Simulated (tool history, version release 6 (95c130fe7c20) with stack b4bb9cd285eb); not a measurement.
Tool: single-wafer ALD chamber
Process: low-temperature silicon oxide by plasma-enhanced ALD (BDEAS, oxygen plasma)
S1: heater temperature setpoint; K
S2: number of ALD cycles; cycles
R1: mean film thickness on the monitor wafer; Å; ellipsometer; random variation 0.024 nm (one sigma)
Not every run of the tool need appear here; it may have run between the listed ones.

Run 1, hour 0.0: S1 388.15 K, S2 40 cycles. Result: R1 54.903 Å.
Run 2, hour 9.0: S1 387.15 K, S2 41 cycles. Result: R1 56.095 Å.
Run 3, hour 11.5: S1 387.15 K, S2 35 cycles. Result: R1 48.069 Å.
Run 4, hour 12.9: S1 386.15 K, S2 37 cycles. Result: R1 50.819 Å.
Run 5, hour 16.4: S1 386.15 K, S2 39 cycles. Result: R1 54.082 Å.
Run 6, hour 17.8: S1 383.15 K, S2 40 cycles. Result: R1 55.363 Å.
Run 7, hour 22.5: S1 381.15 K, S2 46 cycles. Result: R1 63.729 Å.

What does the tool deliver on the next run?
Run 8, hour 28.6: S1 380.15 K, S2 47 cycles. Result: R1 ?.

{"run 8": {"R1": 65.372}}
